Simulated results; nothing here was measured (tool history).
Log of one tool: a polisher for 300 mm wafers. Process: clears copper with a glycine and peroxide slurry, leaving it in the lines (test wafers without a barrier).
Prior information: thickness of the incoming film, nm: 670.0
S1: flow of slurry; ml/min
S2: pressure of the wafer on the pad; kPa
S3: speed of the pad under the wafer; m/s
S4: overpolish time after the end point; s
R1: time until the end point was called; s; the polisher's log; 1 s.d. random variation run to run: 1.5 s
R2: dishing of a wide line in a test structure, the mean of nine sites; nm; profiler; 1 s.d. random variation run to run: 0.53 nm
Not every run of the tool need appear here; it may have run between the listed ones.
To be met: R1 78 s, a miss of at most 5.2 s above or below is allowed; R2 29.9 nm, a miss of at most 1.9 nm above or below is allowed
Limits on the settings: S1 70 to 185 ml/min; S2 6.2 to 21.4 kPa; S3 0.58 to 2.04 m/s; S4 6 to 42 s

run,hour,S1,S2,S3,S4,R1,R2
1,0,120,13.8,1.3,21,123.87,43.388
2,9,105,13.8,1.3,21,133.7,44.117
3,16.5,130,13.8,1.3,21,123.17,44.043
4,25.2,105,13.8,1.3,21,132.32,44.472
5,27.7,105,13.8,1.3,17,135.56,40.257
6,31.6,115,13.1,1.4,15,130.6,38.726
7,36,125,13.1,1.5,14,118.64,37.188
8,38,135,13.1,1.58,13,110.07,37.724
9,45.5,140,13.1,1.64,12,110.41,36.323
10,48.4,145,13.1,1.7,11,105.29,35.519
11,56.9,150,13.1,1.76,10,101.03,33.171

Below are 5 possible settings for the next run. Only one of them brings all results inside the allowed miss of their targets. Which is it?
A,65.4,170,20,1.88,6,?,?
B,65.4,170,17.9,2.04,6,?,?
C,65.4,185,19.3,1.94,6,?,?
D,65.4,185,14.5,2.04,6,?,?
E,65.4,155,18.6,2.04,6,?,?

move,R1,R2
A,63.277,34.176
B,64.865,33.498
C,62.716,34.282
D,77.48,29.893
E,63.604,33.916
A: the result that was furthest off in the last run now lies on the other side of its target
B: the result that was furthest off in the last run now lies on the other side of its target
C: the result that was furthest off in the last run now lies on the other side of its target
D: every result within its allowed miss
E: the result that was furthest off in the last run now lies on the other side of its target
Answer: D
